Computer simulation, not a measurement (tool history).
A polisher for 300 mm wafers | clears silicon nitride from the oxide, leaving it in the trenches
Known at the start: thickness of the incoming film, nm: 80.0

| run | hour | flow of slurry (ml/min) | pressure of the wafer on the pad (kPa) | speed of the pad under the wafer (m/s) | overpolish time after the end point (s) | time until the end point was called (s) |
|---|---|---|---|---|---|---|
| 1 | 0.0 | 220 | 13.8 | 0.94 | 17 | 118.67 |
| 2 | 6.0 | 220 | 13.8 | 0.94 | 17 | 119.80 |
| 3 | 13.9 | 220 | 12.4 | 0.90 | 17 | 136.91 |
| 4 | 22.0 | 220 | 12.4 | 0.90 | 17 | 140.69 |
| 5 | 25.1 | 220 | 11.7 | 0.88 | 17 | 147.31 |
| 6 | 28.6 | 165 | 11.7 | 0.88 | 17 | 153.88 |
| 7 | 32.1 | 165 | 11.0 | 0.86 | 17 | 165.69 |
| 8 | 36.8 | 165 | 11.0 | 0.86 | 17 | 167.52 |
| 9 | 40.2 | 165 | 10.3 | 0.84 | 17 | 182.87 |
| 10 | 43.7 | 165 | 9.7 | 0.84 | 17 | 198.79 |
| 11 | 49.9 | 165 | 9.0 | 0.84 | 17 | 205.65 |
| 12 | 54.2 | 165 | 8.3 | 0.84 | 17 | 228.56 |

Run 13 comes next. What will it give?
| 13 | 58.6 | 165 | 7.6 | 0.84 | 17 | ? |

Run 13 gave time until the end point was called (s) 247.56.
